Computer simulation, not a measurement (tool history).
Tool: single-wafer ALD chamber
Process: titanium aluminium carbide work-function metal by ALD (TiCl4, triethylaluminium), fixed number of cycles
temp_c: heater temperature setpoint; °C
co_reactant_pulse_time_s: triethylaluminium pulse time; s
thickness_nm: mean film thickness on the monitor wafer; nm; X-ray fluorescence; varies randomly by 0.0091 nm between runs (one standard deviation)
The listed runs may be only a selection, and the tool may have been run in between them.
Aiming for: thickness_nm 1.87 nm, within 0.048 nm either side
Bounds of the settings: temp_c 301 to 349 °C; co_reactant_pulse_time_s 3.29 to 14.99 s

run 1 hour=0 | temp_c=325 co_reactant_pulse_time_s=9.14 | thickness_nm=2.3248
run 2 hour=5.6 | temp_c=323 co_reactant_pulse_time_s=8.54 | thickness_nm=2.2728
run 3 hour=6.4 | temp_c=315 co_reactant_pulse_time_s=8.54 | thickness_nm=2.2004
run 4 hour=14.9 | temp_c=315 co_reactant_pulse_time_s=6.45 | thickness_nm=1.9614
run 5 hour=19.9 | temp_c=315 co_reactant_pulse_time_s=4.59 | thickness_nm=1.2876
run 6 hour=25.7 | temp_c=314 co_reactant_pulse_time_s=4.83 | thickness_nm=1.4045
run 7 hour=30.7 | temp_c=306 co_reactant_pulse_time_s=7.76 | thickness_nm=2.08
run 8 hour=36.7 | temp_c=306 co_reactant_pulse_time_s=7.67 | thickness_nm=2.0518
run 9 hour=39 | temp_c=306 co_reactant_pulse_time_s=7.59 | thickness_nm=2.0411
run 10 hour=44.4 | temp_c=301 co_reactant_pulse_time_s=4.66 | thickness_nm=1.2552
run 11 hour=51.9 | temp_c=304 co_reactant_pulse_time_s=4.81 | thickness_nm=1.3404
run 12 hour=58.5 | temp_c=306 co_reactant_pulse_time_s=5.01 | thickness_nm=1.4464
run 13 hour=59.4 | temp_c=318 co_reactant_pulse_time_s=5.85 | thickness_nm=1.8079

Which single option among these 5 for the next run brings every result within its allowed miss of target? Just one does.
run A hour=60.3 | temp_c=305 co_reactant_pulse_time_s=5.74 | thickness_nm=?
run B hour=60.3 | temp_c=318 co_reactant_pulse_time_s=5.61 | thickness_nm=?
run C hour=60.3 | temp_c=322 co_reactant_pulse_time_s=6.42 | thickness_nm=?
run D hour=60.3 | temp_c=330 co_reactant_pulse_time_s=5.74 | thickness_nm=?
run E hour=60.3 | temp_c=320 co_reactant_pulse_time_s=5.56 | thickness_nm=?

move=A thickness_nm=1.6915
move=B thickness_nm=1.7345
move=C thickness_nm=1.9776
move=D thickness_nm=1.8532
move=E thickness_nm=1.7306
A: misses by more than the last run did
B: misses by more than the last run did
C: pushes the last run's worst result past its target
D: hits every target within its allowed miss
E: misses by more than the last run did
So the answer is move D, the one that meets all the targets.
